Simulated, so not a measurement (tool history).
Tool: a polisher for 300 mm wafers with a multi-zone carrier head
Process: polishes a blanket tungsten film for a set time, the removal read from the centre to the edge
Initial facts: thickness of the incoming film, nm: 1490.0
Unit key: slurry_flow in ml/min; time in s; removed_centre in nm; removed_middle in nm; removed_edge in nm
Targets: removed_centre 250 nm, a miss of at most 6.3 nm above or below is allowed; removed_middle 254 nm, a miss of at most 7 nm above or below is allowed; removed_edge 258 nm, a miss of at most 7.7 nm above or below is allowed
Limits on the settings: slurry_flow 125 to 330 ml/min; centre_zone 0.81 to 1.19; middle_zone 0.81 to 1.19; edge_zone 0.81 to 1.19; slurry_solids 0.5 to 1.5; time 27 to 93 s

| run | hour | slurry_flow | centre_zone | middle_zone | edge_zone | slurry_solids | time | removed_centre | removed_middle | removed_edge |
|---|---|---|---|---|---|---|---|---|---|---|
| 1 | 0 | 210 | 1 | 1 | 1 | 1 | 59 | 315.2 | 351.68 | 350.35 |
| 2 | 8.7 | 210 | 0.93 | 1 | 1 | 1 | 59 | 291.97 | 348.15 | 353.2 |
| 3 | 11.5 | 210 | 0.99 | 1 | 1 | 1 | 59 | 309.1 | 346.07 | 358.9 |
| 4 | 18.1 | 210 | 0.99 | 1 | 1 | 0.8 | 59 | 294.45 | 329.3 | 326.71 |
| 5 | 19.5 | 240 | 0.99 | 1 | 1 | 0.8 | 59 | 298.89 | 336.76 | 336.93 |
| 6 | 23.2 | 240 | 0.99 | 1 | 1.07 | 0.8 | 59 | 297.98 | 333.85 | 344.8 |
| 7 | 25.4 | 215 | 0.99 | 0.96 | 1.01 | 0.7 | 58 | 275.91 | 300.32 | 315.11 |
|  | 33.4 | centre zone pressure recalibrated |
| 8 | 33.4 | 195 | 1 | 0.95 | 0.96 | 0.65 | 58 | 296.09 | 291.22 | 295.96 |
| 9 | 37.5 | 185 | 0.96 | 0.94 | 0.94 | 0.6 | 57 | 272.97 | 277.76 | 284.96 |
| 10 | 38.9 | 175 | 0.94 | 0.94 | 0.92 | 0.55 | 56 | 252.81 | 259.46 | 266.52 |

Which one of the following 4 next-run settings gets every result inside its allowed miss? There is exactly one.
| A | 40.3 | 205 | 0.86 | 0.98 | 0.9 | 0.55 | 56 | ? | ? | ? |
| B | 40.3 | 190 | 0.99 | 1.04 | 0.96 | 0.55 | 52 | ? | ? | ? |
| C | 40.3 | 180 | 0.92 | 0.95 | 0.95 | 0.55 | 57 | ? | ? | ? |
| D | 40.3 | 165 | 0.94 | 0.93 | 0.89 | 0.5 | 57 | ? | ? | ? |

| move | removed_centre | removed_middle | removed_edge |
|---|---|---|---|
| A | 236.43 | 273.46 | 267.55 |
| B | 250.33 | 264.16 | 253.93 |
| C | 252.56 | 266.39 | 275.79 |
| D | 247.26 | 251.14 | 257.74 |
A: its largest miss is bigger than the last run's
B: brings the last run's worst result on target, with another outside its allowed miss
C: its largest miss is bigger than the last run's
D: meets every target
So the answer is move D, the one that meets all the targets.
